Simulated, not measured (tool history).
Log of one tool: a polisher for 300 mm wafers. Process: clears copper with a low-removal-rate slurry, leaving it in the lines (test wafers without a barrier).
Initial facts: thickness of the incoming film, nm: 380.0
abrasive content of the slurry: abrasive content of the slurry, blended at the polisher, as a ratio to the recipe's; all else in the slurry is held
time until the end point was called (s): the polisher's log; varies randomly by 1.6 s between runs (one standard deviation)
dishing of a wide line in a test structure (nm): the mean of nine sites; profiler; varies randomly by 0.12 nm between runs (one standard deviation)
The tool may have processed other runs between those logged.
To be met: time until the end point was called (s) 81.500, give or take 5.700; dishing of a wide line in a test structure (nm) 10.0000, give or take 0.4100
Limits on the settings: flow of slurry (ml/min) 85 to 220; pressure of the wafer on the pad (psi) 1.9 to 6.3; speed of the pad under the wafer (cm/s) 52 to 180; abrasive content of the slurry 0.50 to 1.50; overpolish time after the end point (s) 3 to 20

run	hour	flow of slurry (ml/min)	pressure of the wafer on the pad (psi)	speed of the pad under the wafer (cm/s)	abrasive content of the slurry	overpolish time after the end point (s)	time until the end point was called (s)	dishing of a wide line in a test structure (nm)
1	0.0	140	4.1	116	1.00	10	94.235	26.2540
2	2.6	140	3.5	116	1.00	10	109.530	22.6670
3	11.4	145	3.1	124	1.00	8	110.350	18.1750
4	15.3	160	2.8	132	0.90	7	118.530	15.3410
5	19.4	185	2.8	132	0.90	7	116.210	15.6060
6	25.8	185	2.8	122	0.90	7	127.220	14.3570
7	31.9	195	2.6	134	0.80	6	131.220	12.5530
8	39.6	200	2.6	144	0.75	5	114.740	11.3570

Next run, 5 choices. One meets every target within its allowed miss, the rest don't. Which?
A	47.3	200	1.9	132	0.80	6	?	?
B	47.3	205	2.2	146	0.70	7	?	?
C	47.3	205	3.1	94	0.60	6	?	?
D	47.3	220	2.2	114	0.85	6	?	?
E	47.3	215	3.3	158	0.90	3	?	?

move	time until the end point was called (s)	dishing of a wide line in a test structure (nm)
A	174.280	9.3202
B	140.480	13.1340
C	159.420	10.2020
D	171.230	9.4975
E	83.937	9.7277
A: misses by more than the last run did
B: misses by more than the last run did
C: misses by more than the last run did
D: misses by more than the last run did
E: all results land within tolerance of their targets
Go with E: it meets all targets.

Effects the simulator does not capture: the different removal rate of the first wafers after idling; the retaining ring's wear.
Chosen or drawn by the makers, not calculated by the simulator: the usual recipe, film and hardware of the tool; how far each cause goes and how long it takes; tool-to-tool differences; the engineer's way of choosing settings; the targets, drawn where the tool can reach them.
